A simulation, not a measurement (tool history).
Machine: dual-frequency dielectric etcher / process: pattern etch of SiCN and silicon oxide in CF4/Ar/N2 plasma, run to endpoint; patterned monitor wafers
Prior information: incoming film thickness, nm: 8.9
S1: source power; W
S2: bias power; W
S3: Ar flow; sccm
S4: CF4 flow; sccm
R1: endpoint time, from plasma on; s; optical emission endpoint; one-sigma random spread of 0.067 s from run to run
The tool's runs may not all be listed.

run    day   S1  S2   S3  S4      R1
  1  0.000  380  87  115  78  12.050
  2  0.075  380  87   97  78  11.621
  3  0.192  380  87   97  69  11.978
  4  0.529  360  87   97  69  12.572
  5  0.883  350  87   97  69  12.817
  6  1.221  340  87   97  69  13.077

Run 7, settings as shown, results not yet in. Your forecast:
  7  1.579  330  87  97  69   ?

Run 7 yielded R1 13.420 s.
